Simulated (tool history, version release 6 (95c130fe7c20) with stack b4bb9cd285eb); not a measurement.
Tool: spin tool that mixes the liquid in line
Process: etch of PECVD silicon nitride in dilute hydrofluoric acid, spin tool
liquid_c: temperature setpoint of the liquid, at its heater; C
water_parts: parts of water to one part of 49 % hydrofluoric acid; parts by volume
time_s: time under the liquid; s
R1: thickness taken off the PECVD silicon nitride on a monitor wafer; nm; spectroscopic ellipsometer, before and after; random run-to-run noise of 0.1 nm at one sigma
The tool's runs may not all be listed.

run 1 hour=0.0 | liquid_c=26.0 water_parts=95 time_s=310 | R1=8.4858
run 2 hour=6.0 | liquid_c=24.5 water_parts=95 time_s=310 | R1=7.7301
run 3 hour=8.8 | liquid_c=26.0 water_parts=90 time_s=310 | R1=9.0162
run 4 hour=12.8 | liquid_c=27.5 water_parts=85 time_s=310 | R1=10.4740
run 5 hour=20.7 | liquid_c=27.5 water_parts=85 time_s=330 | R1=11.1770
run 6 hour=28.9 | liquid_c=28.5 water_parts=80 time_s=330 | R1=12.5380
run 7 hour=32.9 | liquid_c=29.5 water_parts=75 time_s=330 | R1=14.3930
run 8 hour=39.5 | liquid_c=30.0 water_parts=75 time_s=330 | R1=14.7580
run 9 hour=44.6 | liquid_c=30.5 water_parts=70 time_s=330 | R1=16.3490
run 10 hour=51.2 | liquid_c=31.0 water_parts=70 time_s=330 | R1=17.0080
run 11 hour=53.7 | liquid_c=31.5 water_parts=70 time_s=330 | R1=17.3950
run 12 hour=57.8 | liquid_c=32.0 water_parts=70 time_s=330 | R1=17.9270

Predict the results of run 13:
run 13 hour=59.2 | liquid_c=32.5 water_parts=70 time_s=330 | R1=?

R1: 18.6230 nm

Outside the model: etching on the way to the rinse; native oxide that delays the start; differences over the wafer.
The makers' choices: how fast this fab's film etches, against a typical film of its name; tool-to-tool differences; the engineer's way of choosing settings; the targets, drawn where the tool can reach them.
